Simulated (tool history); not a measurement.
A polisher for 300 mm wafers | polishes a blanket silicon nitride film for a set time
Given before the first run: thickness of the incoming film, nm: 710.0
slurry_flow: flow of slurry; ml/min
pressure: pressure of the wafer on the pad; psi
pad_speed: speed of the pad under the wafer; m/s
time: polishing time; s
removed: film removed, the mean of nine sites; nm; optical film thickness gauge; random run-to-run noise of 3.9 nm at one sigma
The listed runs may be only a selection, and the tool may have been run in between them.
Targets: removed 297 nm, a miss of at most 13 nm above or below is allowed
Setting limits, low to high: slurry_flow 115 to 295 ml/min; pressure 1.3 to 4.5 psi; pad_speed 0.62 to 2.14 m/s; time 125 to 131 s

run 1 hour=0 | slurry_flow=190 pressure=2.9 pad_speed=1.38 time=125 | removed=201.01
run 2 hour=7.3 | slurry_flow=190 pressure=2.9 pad_speed=1.38 time=131 | removed=211.12
run 3 hour=9.2 | slurry_flow=190 pressure=2.3 pad_speed=1.38 time=131 | removed=170.16
run 4 hour=17.2 | slurry_flow=190 pressure=2.6 pad_speed=1.38 time=131 | removed=188.81
run 5 hour=25.3 | slurry_flow=190 pressure=1.9 pad_speed=1.38 time=131 | removed=142
-- hour=32.9 slurry nozzle cleaned
run 6 hour=32.9 | slurry_flow=190 pressure=2.1 pad_speed=1.38 time=131 | removed=161.37
run 7 hour=37.8 | slurry_flow=190 pressure=2.3 pad_speed=1.38 time=131 | removed=179.06
run 8 hour=46.1 | slurry_flow=190 pressure=2.4 pad_speed=1.38 time=131 | removed=181.18
run 9 hour=47.6 | slurry_flow=195 pressure=3.2 pad_speed=1.46 time=131 | removed=257.38
run 10 hour=56.4 | slurry_flow=210 pressure=3.4 pad_speed=1.46 time=131 | removed=269.46

5 next moves are on the table. One of them brings every result within its allowed miss. Which?
run A hour=65.2 | slurry_flow=220 pressure=3.2 pad_speed=1.42 time=127 | removed=?
run B hour=65.2 | slurry_flow=230 pressure=3.9 pad_speed=1.46 time=125 | removed=?
run C hour=65.2 | slurry_flow=235 pressure=3.5 pad_speed=1.16 time=131 | removed=?
run D hour=65.2 | slurry_flow=195 pressure=3.1 pad_speed=1.52 time=131 | removed=?
run E hour=65.2 | slurry_flow=225 pressure=3.6 pad_speed=1.28 time=127 | removed=?

move=A removed=247.8
move=B removed=303.93
move=C removed=240.62
move=D removed=256.92
move=E removed=257.26
A: further off than the last run
B: hits every target within its allowed miss
C: further off than the last run
D: further off than the last run
E: further off than the last run
The move that meets every target is B.
